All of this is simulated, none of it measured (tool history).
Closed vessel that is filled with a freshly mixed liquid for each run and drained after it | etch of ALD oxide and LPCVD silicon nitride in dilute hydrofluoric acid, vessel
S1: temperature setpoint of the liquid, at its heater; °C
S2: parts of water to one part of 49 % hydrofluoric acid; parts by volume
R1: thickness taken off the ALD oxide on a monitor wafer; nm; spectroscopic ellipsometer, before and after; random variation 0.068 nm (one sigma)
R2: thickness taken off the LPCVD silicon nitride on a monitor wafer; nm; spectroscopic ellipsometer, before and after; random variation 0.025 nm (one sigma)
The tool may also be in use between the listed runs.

Run 1, hour 0: S1 25 °C, S2 125 parts by volume, time in the liquid (s) 160. Result: R1 39.158 nm, R2 0.62638 nm.
Run 2, hour 5.7: S1 24 °C, S2 125 parts by volume, time in the liquid (s) 160. Result: R1 37.793 nm, R2 0.62484 nm.
Run 3, hour 10.4: S1 25.5 °C, S2 125 parts by volume, time in the liquid (s) 160. Result: R1 40.146 nm, R2 0.66216 nm.
Run 4, hour 17.8: S1 23.5 °C, S2 135 parts by volume, time in the liquid (s) 160. Result: R1 33.958 nm, R2 0.53749 nm.
Run 5, hour 18.7: S1 23.5 °C, S2 135 parts by volume, time in the liquid (s) 205. Result: R1 43.375 nm, R2 0.67059 nm.
Run 6, hour 20.5: S1 23.5 °C, S2 165 parts by volume, time in the liquid (s) 205. Result: R1 34.321 nm, R2 0.57261 nm.
Run 7, hour 28.6: S1 22 °C, S2 175 parts by volume, time in the liquid (s) 205. Result: R1 30.212 nm, R2 0.49548 nm.
Run 8, hour 35.9: S1 18.5 °C, S2 215 parts by volume, time in the liquid (s) 205. Result: R1 20.796 nm, R2 0.36831 nm.
Run 9, hour 41: S1 19 °C, S2 215 parts by volume, time in the liquid (s) 205. Result: R1 21.127 nm, R2 0.34907 nm.
Run 10, hour 49.8: S1 19.5 °C, S2 215 parts by volume, time in the liquid (s) 205. Result: R1 21.686 nm, R2 0.36546 nm.
Run 11, hour 53.4: S1 19 °C, S2 215 parts by volume, time in the liquid (s) 205. Result: R1 21.213 nm, R2 0.29948 nm.
Run 12, hour 62.4: S1 23 °C, S2 220 parts by volume, time in the liquid (s) 190. Result: R1 22.319 nm, R2 0.37273 nm.

Run 13 comes next. What will it give?
Run 13, hour 70.5: S1 22.5 °C, S2 220 parts by volume, time in the liquid (s) 190. Result: R1 ?, R2 ?.

R1: 21.859 nm
R2: 0.40016 nm
